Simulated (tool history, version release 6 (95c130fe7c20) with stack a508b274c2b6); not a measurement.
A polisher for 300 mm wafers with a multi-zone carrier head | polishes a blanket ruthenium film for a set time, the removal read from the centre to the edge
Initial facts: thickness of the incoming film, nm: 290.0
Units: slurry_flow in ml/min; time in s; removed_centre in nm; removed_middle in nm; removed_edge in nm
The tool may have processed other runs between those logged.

run 1 hour=0 | slurry_flow=150 centre_zone=1 middle_zone=1 edge_zone=1 time=51 | removed_centre=53.072 removed_middle=54.73 removed_edge=52.151
run 2 hour=3.2 | slurry_flow=160 centre_zone=1.04 middle_zone=1.02 edge_zone=1.03 time=53 | removed_centre=57.342 removed_middle=58.363 removed_edge=56.611
run 3 hour=7.6 | slurry_flow=170 centre_zone=1.08 middle_zone=1.03 edge_zone=1.02 time=54 | removed_centre=61.49 removed_middle=61.123 removed_edge=57.227
run 4 hour=10.6 | slurry_flow=170 centre_zone=1.03 middle_zone=1.03 edge_zone=1.02 time=54 | removed_centre=58.603 removed_middle=60.623 removed_edge=56.765
run 5 hour=17 | slurry_flow=185 centre_zone=1.03 middle_zone=1.03 edge_zone=1.02 time=54 | removed_centre=59.746 removed_middle=61.135 removed_edge=57.653
run 6 hour=21.5 | slurry_flow=190 centre_zone=1.07 middle_zone=1.04 edge_zone=1.03 time=55 | removed_centre=64.348 removed_middle=62.72 removed_edge=58.504
run 7 hour=25.6 | slurry_flow=220 centre_zone=1.14 middle_zone=1.07 edge_zone=1.13 time=60 | removed_centre=77.119 removed_middle=71.045 removed_edge=68.526

Expected results for the next run?
run 8 hour=29.5 | slurry_flow=220 centre_zone=1.14 middle_zone=1.07 edge_zone=1.12 time=60 | removed_centre=? removed_middle=? removed_edge=?

{"run 8": {"removed_centre": 77.271, "removed_middle": 71.009, "removed_edge": 67.921}}

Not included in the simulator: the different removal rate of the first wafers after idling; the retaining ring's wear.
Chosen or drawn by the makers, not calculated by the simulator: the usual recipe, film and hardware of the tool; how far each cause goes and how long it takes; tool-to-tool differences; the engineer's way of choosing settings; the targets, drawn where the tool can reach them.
